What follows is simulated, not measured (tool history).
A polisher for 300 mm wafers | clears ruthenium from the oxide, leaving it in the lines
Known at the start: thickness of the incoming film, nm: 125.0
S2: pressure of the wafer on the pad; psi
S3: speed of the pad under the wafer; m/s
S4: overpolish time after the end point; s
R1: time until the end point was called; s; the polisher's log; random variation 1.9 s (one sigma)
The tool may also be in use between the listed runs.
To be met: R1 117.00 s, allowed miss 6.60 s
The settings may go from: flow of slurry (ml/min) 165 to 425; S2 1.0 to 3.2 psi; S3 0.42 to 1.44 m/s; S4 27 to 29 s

Run 1, hour 0.0: flow of slurry (ml/min) 275, S2 2.1 psi, S3 0.92 m/s, S4 27 s. Result: R1 151.22 s.
Run 2, hour 6.6: flow of slurry (ml/min) 275, S2 2.2 psi, S3 0.92 m/s, S4 27 s. Result: R1 143.88 s.
Run 3, hour 13.9: flow of slurry (ml/min) 275, S2 2.2 psi, S3 0.78 m/s, S4 27 s. Result: R1 168.70 s.
Run 4, hour 21.6: flow of slurry (ml/min) 275, S2 2.5 psi, S3 0.78 m/s, S4 27 s. Result: R1 154.92 s.
Run 5, hour 23.5: flow of slurry (ml/min) 340, S2 2.5 psi, S3 0.78 m/s, S4 27 s. Result: R1 149.31 s.
Run 6, hour 28.9: flow of slurry (ml/min) 340, S2 2.5 psi, S3 0.78 m/s, S4 27 s. Result: R1 156.02 s.
Run 7, hour 29.8: flow of slurry (ml/min) 340, S2 2.7 psi, S3 0.80 m/s, S4 27 s. Result: R1 140.14 s.
Run 8, hour 37.8: flow of slurry (ml/min) 340, S2 2.8 psi, S3 0.82 m/s, S4 27 s. Result: R1 133.66 s.
Run 9, hour 45.9: flow of slurry (ml/min) 340, S2 2.9 psi, S3 0.82 m/s, S4 27 s. Result: R1 131.90 s.
Run 10, hour 51.9: flow of slurry (ml/min) 340, S2 2.9 psi, S3 0.82 m/s, S4 27 s. Result: R1 128.06 s.
Run 11, hour 53.8: flow of slurry (ml/min) 340, S2 3.0 psi, S3 0.82 m/s, S4 27 s. Result: R1 126.82 s.

4 next moves are on the table. One of them brings every result within its allowed miss. Which?
Run A, hour 55.7: flow of slurry (ml/min) 375, S2 2.9 psi, S3 0.82 m/s, S4 29 s. Result: R1 ?.
Run B, hour 55.7: flow of slurry (ml/min) 335, S2 3.2 psi, S3 0.86 m/s, S4 27 s. Result: R1 ?.
Run C, hour 55.7: flow of slurry (ml/min) 165, S2 2.8 psi, S3 0.90 m/s, S4 29 s. Result: R1 ?.
Run D, hour 55.7: flow of slurry (ml/min) 380, S2 2.9 psi, S3 0.78 m/s, S4 27 s. Result: R1 ?.

move      R1
   A  133.73
   B  119.13
   C  132.78
   D  140.24
A: further off than the last run
B: meets every target
C: further off than the last run
D: further off than the last run
The right move is B.

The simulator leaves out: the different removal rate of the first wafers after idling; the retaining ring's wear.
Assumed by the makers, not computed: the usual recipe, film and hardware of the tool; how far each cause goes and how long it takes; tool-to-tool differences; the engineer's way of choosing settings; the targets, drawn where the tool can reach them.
